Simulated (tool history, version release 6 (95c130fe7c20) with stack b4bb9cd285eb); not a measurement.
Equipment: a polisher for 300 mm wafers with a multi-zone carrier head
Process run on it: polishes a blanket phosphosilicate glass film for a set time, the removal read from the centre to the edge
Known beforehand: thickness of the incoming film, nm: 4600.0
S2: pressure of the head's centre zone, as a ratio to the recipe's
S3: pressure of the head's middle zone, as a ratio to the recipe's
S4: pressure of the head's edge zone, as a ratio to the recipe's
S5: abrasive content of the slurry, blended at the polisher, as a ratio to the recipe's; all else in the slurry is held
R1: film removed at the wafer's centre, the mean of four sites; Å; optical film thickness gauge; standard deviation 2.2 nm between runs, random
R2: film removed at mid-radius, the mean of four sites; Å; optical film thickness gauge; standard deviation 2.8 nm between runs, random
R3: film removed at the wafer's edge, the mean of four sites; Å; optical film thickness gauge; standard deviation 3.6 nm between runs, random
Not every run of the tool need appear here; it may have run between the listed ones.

Run 1, hour 0: flow of slurry (ml/min) 170, S2 1, S3 1, S4 1, S5 1, polishing time (s) 76. Result: R1 4624.5 Å, R2 4745.9 Å, R3 4543.5 Å.
Run 2, hour 0.8: flow of slurry (ml/min) 155, S2 0.94, S3 0.96, S4 0.98, S5 0.85, polishing time (s) 76. Result: R1 4086.8 Å, R2 4242.7 Å, R3 4171 Å.
Run 3, hour 9.2: flow of slurry (ml/min) 155, S2 0.98, S3 0.96, S4 0.98, S5 0.85, polishing time (s) 76. Result: R1 4149.2 Å, R2 4197.3 Å, R3 4169 Å.
Run 4, hour 11.6: flow of slurry (ml/min) 155, S2 0.98, S3 0.9, S4 0.98, S5 0.85, polishing time (s) 76. Result: R1 4250.6 Å, R2 3965.6 Å, R3 4205.7 Å.
Run 5, hour 15.9: flow of slurry (ml/min) 180, S2 0.98, S3 0.9, S4 0.98, S5 0.85, polishing time (s) 76. Result: R1 4350.7 Å, R2 4111.7 Å, R3 4311.1 Å.
Run 6, hour 23.6: flow of slurry (ml/min) 180, S2 0.98, S3 0.9, S4 0.98, S5 0.85, polishing time (s) 93. Result: R1 5347.4 Å, R2 4947.4 Å, R3 5132.8 Å.

Run 7, settings as shown, results not yet in. Your forecast:
Run 7, hour 28.7: flow of slurry (ml/min) 160, S2 0.92, S3 0.91, S4 0.99, S5 0.75, polishing time (s) 87. Result: R1 ?, R2 ?, R3 ?.

R1: 4282.3 Å
R2: 4429.1 Å
R3: 4573.2 Å
